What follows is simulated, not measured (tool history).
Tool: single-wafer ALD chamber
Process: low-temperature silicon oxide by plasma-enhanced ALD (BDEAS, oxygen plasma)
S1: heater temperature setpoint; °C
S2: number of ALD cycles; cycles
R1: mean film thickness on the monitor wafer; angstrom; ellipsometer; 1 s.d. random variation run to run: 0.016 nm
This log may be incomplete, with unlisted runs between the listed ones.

{"run": 1, "hour": 0.0, "S1": 95, "S2": 24, "R1": 38.011}
{"run": 2, "hour": 7.4, "S1": 85, "S2": 24, "R1": 39.715}
{"run": 3, "hour": 13.9, "S1": 75, "S2": 24, "R1": 40.901}
{"run": 4, "hour": 18.9, "S1": 71, "S2": 24, "R1": 41.296}
{"run": 5, "hour": 20.2, "S1": 78, "S2": 21, "R1": 35.824}
{"run": 6, "hour": 22.8, "S1": 86, "S2": 21, "R1": 34.666}
{"run": 7, "hour": 31.8, "S1": 90, "S2": 19, "R1": 31.107}

Run 8 comes next. What will it give?
{"run": 8, "hour": 33.0, "S1": 94, "S2": 18, "R1": "?"}

{"run 8": {"R1": 28.248}}
